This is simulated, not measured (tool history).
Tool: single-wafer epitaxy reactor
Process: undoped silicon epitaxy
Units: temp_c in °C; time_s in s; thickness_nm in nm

run 1 hour=0 | temp_c=670 time_s=355 | thickness_nm=82.655
run 2 hour=4.9 | temp_c=663 time_s=355 | thickness_nm=71.793
run 3 hour=12.4 | temp_c=656 time_s=355 | thickness_nm=62.839
run 4 hour=18.5 | temp_c=666 time_s=355 | thickness_nm=76.51
run 5 hour=20.8 | temp_c=666 time_s=373 | thickness_nm=79.641
run 6 hour=26.2 | temp_c=662 time_s=373 | thickness_nm=74.354
run 7 hour=27.6 | temp_c=659 time_s=373 | thickness_nm=69.559

The next listed run, before its measurement:
run 8 hour=34.9 | temp_c=657 time_s=373 | thickness_nm=?

thickness_nm: 67.194 nm

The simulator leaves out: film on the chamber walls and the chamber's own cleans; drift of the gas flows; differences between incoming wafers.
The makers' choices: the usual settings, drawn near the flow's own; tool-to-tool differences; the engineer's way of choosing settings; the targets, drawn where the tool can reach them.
